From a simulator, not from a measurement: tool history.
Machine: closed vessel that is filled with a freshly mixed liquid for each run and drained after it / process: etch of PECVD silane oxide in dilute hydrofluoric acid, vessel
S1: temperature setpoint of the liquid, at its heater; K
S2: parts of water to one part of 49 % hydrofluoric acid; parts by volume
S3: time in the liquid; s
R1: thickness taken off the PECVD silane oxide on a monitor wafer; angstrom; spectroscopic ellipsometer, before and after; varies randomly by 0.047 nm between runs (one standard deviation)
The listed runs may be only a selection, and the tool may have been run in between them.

| run | hour | S1 | S2 | S3 | R1 |
|---|---|---|---|---|---|
| 1 | 0.0 | 293.15 | 210 | 30 | 26.501 |
| 2 | 1.3 | 293.15 | 145 | 30 | 40.746 |
| 3 | 4.1 | 293.65 | 145 | 30 | 41.532 |
| 4 | 6.4 | 296.15 | 145 | 30 | 45.308 |
| 5 | 11.2 | 296.65 | 145 | 30 | 46.468 |
| 6 | 14.7 | 296.65 | 145 | 30 | 46.612 |
| 7 | 19.6 | 297.15 | 145 | 30 | 47.905 |
| 8 | 28.7 | 297.15 | 145 | 30 | 47.436 |

Run 9, settings as shown, results not yet in. Your forecast:
| 9 | 35.2 | 297.65 | 145 | 30 | ? |

R1: 48.967 angstrom
